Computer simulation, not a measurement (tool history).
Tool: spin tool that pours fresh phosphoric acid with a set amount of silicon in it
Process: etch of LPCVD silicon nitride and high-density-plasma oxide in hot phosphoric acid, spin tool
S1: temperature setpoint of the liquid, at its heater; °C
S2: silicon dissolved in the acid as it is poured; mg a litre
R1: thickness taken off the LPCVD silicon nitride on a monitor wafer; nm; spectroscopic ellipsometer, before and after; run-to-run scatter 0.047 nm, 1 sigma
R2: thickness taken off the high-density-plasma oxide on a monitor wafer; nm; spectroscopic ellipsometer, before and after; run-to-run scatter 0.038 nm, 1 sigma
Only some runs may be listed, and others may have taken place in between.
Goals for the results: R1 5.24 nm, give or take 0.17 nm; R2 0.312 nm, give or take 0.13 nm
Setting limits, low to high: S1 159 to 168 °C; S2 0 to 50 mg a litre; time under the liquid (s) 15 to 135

run 1 hour=0 | S1=164 S2=23.5 time_under_the_liquid_(s)=70 | R1=6.6493 R2=0.34425
run 2 hour=1.9 | S1=164 S2=12.5 time_under_the_liquid_(s)=70 | R1=6.5504 R2=0.4538
run 3 hour=5.7 | S1=164 S2=12.5 time_under_the_liquid_(s)=45 | R1=4.273 R2=0.29157
run 4 hour=10.5 | S1=162.5 S2=12.5 time_under_the_liquid_(s)=45 | R1=4.1079 R2=0.25403
run 5 hour=14.3 | S1=161.5 S2=12.5 time_under_the_liquid_(s)=45 | R1=3.9659 R2=0.22926
run 6 hour=20.7 | S1=162 S2=14 time_under_the_liquid_(s)=45 | R1=3.949 R2=0.21179
run 7 hour=29.3 | S1=162.5 S2=15.5 time_under_the_liquid_(s)=45 | R1=4.1582 R2=0.20345
run 8 hour=37.2 | S1=163 S2=16 time_under_the_liquid_(s)=45 | R1=4.0724 R2=0.24174
run 9 hour=43 | S1=163 S2=16.5 time_under_the_liquid_(s)=45 | R1=4.1423 R2=0.24862
run 10 hour=44.8 | S1=163.5 S2=18 time_under_the_liquid_(s)=45 | R1=4.1684 R2=0.27019
run 11 hour=51.3 | S1=163.5 S2=18.5 time_under_the_liquid_(s)=45 | R1=4.1873 R2=0.21447
run 12 hour=55.2 | S1=164 S2=18.5 time_under_the_liquid_(s)=45 | R1=4.2357 R2=0.29364
run 13 hour=63.7 | S1=164 S2=19.5 time_under_the_liquid_(s)=45 | R1=4.2874 R2=0.21012
run 14 hour=69.7 | S1=164.5 S2=19 time_under_the_liquid_(s)=45 | R1=4.341 R2=0.22975
run 15 hour=77.8 | S1=165 S2=18.5 time_under_the_liquid_(s)=45 | R1=4.4188 R2=0.23447
run 16 hour=79.1 | S1=165.5 S2=18 time_under_the_liquid_(s)=45 | R1=4.4963 R2=0.25248

4 next moves are on the table. One of them brings every result within its allowed miss. Which?
run A hour=80.4 | S1=164 S2=20.5 time_under_the_liquid_(s)=60 | R1=? R2=?
run B hour=80.4 | S1=167 S2=21.5 time_under_the_liquid_(s)=55 | R1=? R2=?
run C hour=80.4 | S1=165.5 S2=49 time_under_the_liquid_(s)=50 | R1=? R2=?
run D hour=80.4 | S1=164 S2=19 time_under_the_liquid_(s)=55 | R1=? R2=?

move=A R1=5.6725 R2=0.31319
move=B R1=5.7366 R2=0.34624
move=C R1=4.9659 R2=0.088136
move=D R1=5.1998 R2=0.29957
A: takes the result that was furthest off past its target
B: takes the result that was furthest off past its target
C: closer than the last run, but not yet in spec
D: all results in spec
Answer: D
